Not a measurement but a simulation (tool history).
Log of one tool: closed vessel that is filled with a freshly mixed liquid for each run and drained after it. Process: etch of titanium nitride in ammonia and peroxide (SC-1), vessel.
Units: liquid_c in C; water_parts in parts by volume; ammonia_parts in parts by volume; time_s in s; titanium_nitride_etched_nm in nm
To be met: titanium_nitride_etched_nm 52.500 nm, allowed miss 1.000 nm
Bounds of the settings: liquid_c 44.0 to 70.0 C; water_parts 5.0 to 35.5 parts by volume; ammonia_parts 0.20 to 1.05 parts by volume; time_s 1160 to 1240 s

run  hour  liquid_c  water_parts  ammonia_parts  time_s  titanium_nitride_etched_nm
  1   0.0      60.0         19.5           0.55    1160                      84.299
  2   9.3      60.0         13.5           0.55    1160                     103.210
  3  13.1      58.5         13.5           0.55    1160                      93.590
  4  15.8      58.5         10.0           0.55    1160                     110.150
  5  21.1      58.5         10.0           0.55    1160                     109.560
  6  27.3      58.5         10.0           0.40    1160                     103.150
  7  34.9      57.0         10.0           0.40    1160                      94.158
  8  41.3      57.0         10.0           0.40    1160                      93.469
  9  49.4      49.0         10.0           0.40    1160                      54.334

Which of these 5 next moves meets every target?
  A  57.5      49.0         11.5           0.40    1215                           ?
  B  57.5      48.0          9.5           0.45    1185                           ?
  C  57.5      48.0          9.0           0.40    1185                           ?
  D  57.5      47.0          8.5           0.50    1190                           ?
  E  57.5      47.5          8.5           0.50    1160                           ?

move  titanium_nitride_etched_nm
   A                      53.008
   B                      54.435
   C                      54.837
   D                      54.925
   E                      55.472
A: meets every target
B: further off than the last run
C: further off than the last run
D: further off than the last run
E: further off than the last run
Move A is the one to make.
